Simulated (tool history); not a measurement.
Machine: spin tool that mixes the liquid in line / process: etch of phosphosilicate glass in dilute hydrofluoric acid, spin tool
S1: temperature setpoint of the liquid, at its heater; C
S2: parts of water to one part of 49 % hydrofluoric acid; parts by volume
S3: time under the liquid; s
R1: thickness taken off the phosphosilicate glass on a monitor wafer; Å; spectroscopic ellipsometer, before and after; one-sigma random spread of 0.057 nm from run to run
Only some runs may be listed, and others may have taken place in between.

| run | hour | S1 | S2 | S3 | R1 |
|---|---|---|---|---|---|
| 1 | 0.0 | 23.0 | 170 | 15 | 101.96 |
| 2 | 6.6 | 23.0 | 120 | 15 | 153.65 |
| 3 | 10.0 | 23.0 | 120 | 15 | 152.28 |
| 4 | 16.3 | 23.0 | 85 | 15 | 223.74 |
| 5 | 23.5 | 22.5 | 95 | 15 | 194.35 |
| 6 | 26.6 | 22.0 | 105 | 15 | 171.84 |
| 7 | 34.6 | 21.5 | 115 | 15 | 149.92 |
| 8 | 37.5 | 21.0 | 120 | 15 | 141.16 |

Run 9 is up next; what results do you expect?
| 9 | 41.7 | 20.5 | 125 | 15 | ? |

Logged for run 9: R1 132.69 Å.
